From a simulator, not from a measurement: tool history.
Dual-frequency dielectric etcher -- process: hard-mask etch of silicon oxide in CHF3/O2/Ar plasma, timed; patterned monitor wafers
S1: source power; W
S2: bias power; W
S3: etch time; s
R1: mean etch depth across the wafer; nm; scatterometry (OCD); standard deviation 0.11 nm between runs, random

| run | hour | S1 | S2 | S3 | R1 |
|---|---|---|---|---|---|
| 1 | 0 | 810 | 162 | 26.5 | 60.678 |
| 2 | 0.8 | 930 | 162 | 26.5 | 64.293 |
| 3 | 6.2 | 800 | 143 | 26.5 | 57.762 |
| 4 | 8.6 | 800 | 167 | 26.5 | 60.929 |
| 5 | 10.4 | 700 | 150 | 26.5 | 55.158 |
| 6 | 17.2 | 610 | 150 | 26.5 | 51.93 |
| 7 | 17.9 | 570 | 144 | 26.5 | 49.5 |
| 8 | 22.5 | 550 | 142 | 26.5 | 48.367 |

Run 9 is up next; what results do you expect?
| 9 | 26.3 | 530 | 141 | 26.5 | ? |

R1: 47.518 nm

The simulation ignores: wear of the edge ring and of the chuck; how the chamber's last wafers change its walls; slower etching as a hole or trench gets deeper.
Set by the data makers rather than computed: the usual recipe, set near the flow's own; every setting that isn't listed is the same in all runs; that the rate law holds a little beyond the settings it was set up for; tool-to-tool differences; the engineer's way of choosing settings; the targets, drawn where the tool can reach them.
